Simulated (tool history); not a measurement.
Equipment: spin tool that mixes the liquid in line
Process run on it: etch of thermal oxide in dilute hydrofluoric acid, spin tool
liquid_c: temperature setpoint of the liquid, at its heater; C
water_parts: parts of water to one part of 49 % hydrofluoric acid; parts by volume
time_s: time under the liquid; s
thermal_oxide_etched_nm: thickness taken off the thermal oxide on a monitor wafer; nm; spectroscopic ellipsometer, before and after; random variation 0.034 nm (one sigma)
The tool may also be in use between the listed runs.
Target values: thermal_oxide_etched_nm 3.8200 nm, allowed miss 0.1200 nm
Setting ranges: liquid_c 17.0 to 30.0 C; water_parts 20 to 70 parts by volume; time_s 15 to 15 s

run    day  liquid_c  water_parts  time_s  thermal_oxide_etched_nm
  1  0.000      22.0           40      15                   1.8817
  2  0.233      23.5           35      15                   2.3441
  3  0.504      24.5           35      15                   2.4205
  4  0.696      24.5           45      15                   1.8801
  5  0.733      24.5           35      15                   2.3801
  6  0.896      25.5           35      15                   2.5137
  7  0.942      26.5           35      15                   2.6393
  8  1.092      27.0           35      15                   2.6848
  9  1.221      30.0           25      15                   4.3082
 10  1.571      29.5           25      15                   4.2497
 11  1.629      29.0           25      15                   4.1815
 12  1.821      28.5           25      15                   3.9997
 13  2.162      28.0           25      15                   3.9954

5 candidate next runs follow, results not yet known. Just one meets every target within its allowed miss. Identify it.
  A  2.504      23.0           20      15                        ?
  B  2.504      27.0           25      15                        ?
  C  2.504      29.0           25      15                        ?
  D  2.504      25.0           25      15                        ?
  E  2.504      29.5           30      15                        ?

move  thermal_oxide_etched_nm
   A                   4.0474
   B                   3.8009
   C                   4.1243
   D                   3.4987
   E                   3.4798
A: misses by more than the last run did
B: every result within its allowed miss
C: misses by more than the last run did
D: the result that was furthest off in the last run now lies on the other side of its target
E: the result that was furthest off in the last run now lies on the other side of its target
The move that meets every target is B.

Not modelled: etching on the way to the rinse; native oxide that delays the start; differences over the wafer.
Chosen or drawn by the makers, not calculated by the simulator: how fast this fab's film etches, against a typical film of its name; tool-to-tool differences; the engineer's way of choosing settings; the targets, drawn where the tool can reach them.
